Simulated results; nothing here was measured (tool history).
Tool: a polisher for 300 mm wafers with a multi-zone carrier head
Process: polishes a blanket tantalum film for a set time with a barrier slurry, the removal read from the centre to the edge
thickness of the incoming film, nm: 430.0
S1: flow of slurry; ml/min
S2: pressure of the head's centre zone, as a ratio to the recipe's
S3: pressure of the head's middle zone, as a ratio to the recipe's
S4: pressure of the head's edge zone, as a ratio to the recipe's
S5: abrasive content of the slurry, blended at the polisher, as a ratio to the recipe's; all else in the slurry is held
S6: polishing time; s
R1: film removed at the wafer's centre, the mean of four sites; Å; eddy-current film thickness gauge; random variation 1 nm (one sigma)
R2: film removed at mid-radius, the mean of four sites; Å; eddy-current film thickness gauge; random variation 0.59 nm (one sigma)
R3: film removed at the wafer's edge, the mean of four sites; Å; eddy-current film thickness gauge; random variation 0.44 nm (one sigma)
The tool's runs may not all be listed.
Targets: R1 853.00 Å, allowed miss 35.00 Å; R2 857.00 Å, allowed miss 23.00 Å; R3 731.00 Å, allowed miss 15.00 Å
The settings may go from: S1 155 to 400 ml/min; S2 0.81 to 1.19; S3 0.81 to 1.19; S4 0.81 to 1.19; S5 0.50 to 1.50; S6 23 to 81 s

run 1 hour=0.0 | S1=255 S2=1.00 S3=1.00 S4=1.00 S5=1.00 S6=52 | R1=526.94 R2=522.20 R3=533.00
run 2 hour=8.5 | S1=280 S2=1.04 S3=1.06 S4=1.00 S5=1.15 S6=54 | R1=603.81 R2=599.02 R3=586.58
run 3 hour=9.4 | S1=300 S2=1.06 S3=1.10 S4=0.98 S5=1.25 S6=56 | R1=664.50 R2=663.27 R3=615.63
run 4 hour=14.5 | S1=300 S2=1.06 S3=1.10 S4=0.98 S5=1.10 S6=56 | R1=651.03 R2=640.63 R3=597.31
run 5 hour=20.7 | S1=300 S2=1.06 S3=1.10 S4=0.90 S5=1.10 S6=56 | R1=646.21 R2=634.14 R3=579.48
run 6 hour=28.8 | S1=300 S2=1.06 S3=1.10 S4=0.99 S5=1.10 S6=56 | R1=651.97 R2=647.69 R3=597.53
run 7 hour=31.0 | S1=325 S2=1.08 S3=1.13 S4=1.01 S5=1.20 S6=57 | R1=691.69 R2=690.23 R3=628.25
run 8 hour=36.4 | S1=330 S2=1.09 S3=1.15 S4=1.00 S5=1.30 S6=58 | R1=733.47 R2=722.80 R3=651.16
run 9 hour=45.1 | S1=330 S2=1.09 S3=1.15 S4=1.00 S5=1.30 S6=58 | R1=719.95 R2=719.63 R3=653.42
run 10 hour=48.1 | S1=340 S2=1.09 S3=1.16 S4=0.96 S5=1.35 S6=60 | R1=757.94 R2=757.88 R3=669.24
run 11 hour=54.6 | S1=350 S2=1.09 S3=1.17 S4=0.95 S5=1.40 S6=61 | R1=784.32 R2=793.40 R3=695.81
run 12 hour=60.3 | S1=355 S2=1.10 S3=1.18 S4=0.94 S5=1.45 S6=62 | R1=809.81 R2=822.89 R3=709.23
run 13 hour=62.6 | S1=360 S2=1.11 S3=1.18 S4=0.94 S5=1.45 S6=62 | R1=822.27 R2=819.29 R3=704.18
run 14 hour=65.9 | S1=365 S2=1.11 S3=1.18 S4=0.94 S5=1.45 S6=62 | R1=842.20 R2=818.16 R3=710.53
run 15 hour=73.9 | S1=365 S2=1.11 S3=1.18 S4=0.93 S5=1.45 S6=62 | R1=809.23 R2=826.33 R3=708.97

5 next moves are on the table. One of them brings every result within its allowed miss. Which?
run A hour=81.9 | S1=400 S2=0.95 S3=1.09 S4=0.91 S5=1.45 S6=63 | R1=? R2=? R3=?
run B hour=81.9 | S1=360 S2=1.10 S3=1.18 S4=0.94 S5=1.50 S6=64 | R1=? R2=? R3=?
run C hour=81.9 | S1=400 S2=1.07 S3=1.10 S4=1.01 S5=1.50 S6=62 | R1=? R2=? R3=?
run D hour=81.9 | S1=350 S2=0.99 S3=1.15 S4=0.95 S5=1.50 S6=64 | R1=? R2=? R3=?
run E hour=81.9 | S1=400 S2=0.98 S3=1.11 S4=0.92 S5=1.15 S6=67 | R1=? R2=? R3=?

move=A R1=717.76 R2=790.43 R3=705.41
move=B R1=844.40 R2=853.80 R3=727.55
move=C R1=802.53 R2=788.95 R3=734.87
move=D R1=757.20 R2=834.91 R3=730.08
move=E R1=741.50 R2=802.56 R3=709.56
A: further off than the last run
B: meets every target
C: brings the result that was furthest off to its target, and leaves another outside
D: brings the result that was furthest off to its target, and leaves another outside
E: further off than the last run
The right move is B.

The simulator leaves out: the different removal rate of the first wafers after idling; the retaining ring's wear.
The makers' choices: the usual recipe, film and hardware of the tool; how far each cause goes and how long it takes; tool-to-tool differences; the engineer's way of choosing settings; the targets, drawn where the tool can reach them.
